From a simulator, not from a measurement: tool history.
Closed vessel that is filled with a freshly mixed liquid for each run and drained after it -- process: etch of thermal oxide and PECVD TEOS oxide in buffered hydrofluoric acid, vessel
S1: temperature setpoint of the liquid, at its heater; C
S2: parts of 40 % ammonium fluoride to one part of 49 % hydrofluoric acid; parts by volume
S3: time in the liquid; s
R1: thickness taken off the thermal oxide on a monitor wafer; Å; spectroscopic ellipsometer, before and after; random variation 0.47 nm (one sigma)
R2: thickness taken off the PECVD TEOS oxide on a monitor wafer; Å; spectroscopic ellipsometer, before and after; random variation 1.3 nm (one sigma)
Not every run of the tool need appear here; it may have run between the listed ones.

Run 1, hour 0.0: S1 20.0 C, S2 15.5 parts by volume, S3 95 s. Result: R1 566.19 Å, R2 886.03 Å.
Run 2, hour 6.5: S1 22.0 C, S2 15.5 parts by volume, S3 95 s. Result: R1 636.91 Å, R2 1003.70 Å.
Run 3, hour 14.8: S1 23.0 C, S2 15.0 parts by volume, S3 95 s. Result: R1 688.35 Å, R2 1089.90 Å.
Run 4, hour 20.0: S1 24.0 C, S2 14.5 parts by volume, S3 95 s. Result: R1 757.74 Å, R2 1195.10 Å.
Run 5, hour 21.0: S1 24.5 C, S2 14.5 parts by volume, S3 95 s. Result: R1 776.71 Å, R2 1222.90 Å.
Run 6, hour 23.2: S1 24.5 C, S2 12.5 parts by volume, S3 95 s. Result: R1 894.53 Å, R2 1417.90 Å.
Run 7, hour 27.2: S1 25.0 C, S2 12.5 parts by volume, S3 95 s. Result: R1 921.23 Å, R2 1449.30 Å.

Forecast run 8:
Run 8, hour 35.8: S1 26.0 C, S2 12.5 parts by volume, S3 95 s. Result: R1 ?, R2 ?.

{"run 8": {"R1": 976.89, "R2": 1519.8}}
